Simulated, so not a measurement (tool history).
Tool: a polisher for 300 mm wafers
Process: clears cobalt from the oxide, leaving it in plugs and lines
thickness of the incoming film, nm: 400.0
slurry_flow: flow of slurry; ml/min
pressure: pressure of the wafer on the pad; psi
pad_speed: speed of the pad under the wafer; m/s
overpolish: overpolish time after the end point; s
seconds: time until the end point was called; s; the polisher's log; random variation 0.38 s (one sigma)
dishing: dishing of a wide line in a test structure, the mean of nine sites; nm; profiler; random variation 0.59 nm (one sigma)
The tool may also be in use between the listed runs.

Run 1, hour 0.0: slurry_flow 230 ml/min, pressure 2.1 psi, pad_speed 1.24 m/s, overpolish 11 s. Result: seconds 61.778 s, dishing 40.813 nm.
Run 2, hour 1.4: slurry_flow 230 ml/min, pressure 2.2 psi, pad_speed 1.24 m/s, overpolish 11 s. Result: seconds 57.673 s, dishing 41.749 nm.
Run 3, hour 5.4: slurry_flow 230 ml/min, pressure 2.2 psi, pad_speed 1.24 m/s, overpolish 16 s. Result: seconds 60.446 s, dishing 49.653 nm.
Run 4, hour 13.5: slurry_flow 230 ml/min, pressure 2.5 psi, pad_speed 1.24 m/s, overpolish 16 s. Result: seconds 52.095 s, dishing 53.084 nm.
Run 5, hour 21.2: slurry_flow 230 ml/min, pressure 2.5 psi, pad_speed 0.96 m/s, overpolish 16 s. Result: seconds 66.224 s, dishing 47.998 nm.
Run 6, hour 22.7: slurry_flow 230 ml/min, pressure 2.6 psi, pad_speed 0.98 m/s, overpolish 15 s. Result: seconds 63.514 s, dishing 47.798 nm.
Run 7, hour 26.9: slurry_flow 230 ml/min, pressure 2.7 psi, pad_speed 1.00 m/s, overpolish 14 s. Result: seconds 59.290 s, dishing 46.945 nm.
Run 8, hour 29.1: slurry_flow 230 ml/min, pressure 2.8 psi, pad_speed 1.02 m/s, overpolish 13 s. Result: seconds 55.914 s, dishing 46.857 nm.
Run 9, hour 30.0: slurry_flow 230 ml/min, pressure 2.8 psi, pad_speed 1.04 m/s, overpolish 12 s. Result: seconds 55.350 s, dishing 46.072 nm.
Run 10, hour 36.5: slurry_flow 230 ml/min, pressure 2.8 psi, pad_speed 1.06 m/s, overpolish 11 s. Result: seconds 54.713 s, dishing 43.058 nm.
Run 11, hour 40.6: slurry_flow 230 ml/min, pressure 2.8 psi, pad_speed 1.08 m/s, overpolish 11 s. Result: seconds 53.800 s, dishing 43.314 nm.
Run 12, hour 42.0: slurry_flow 230 ml/min, pressure 2.8 psi, pad_speed 1.10 m/s, overpolish 11 s. Result: seconds 52.972 s, dishing 44.035 nm.

The next listed run, before its measurement:
Run 13, hour 46.1: slurry_flow 230 ml/min, pressure 2.8 psi, pad_speed 1.12 m/s, overpolish 11 s. Result: seconds ?, dishing ?.

Run 13 gave seconds 51.904 s, dishing 44.898 nm.
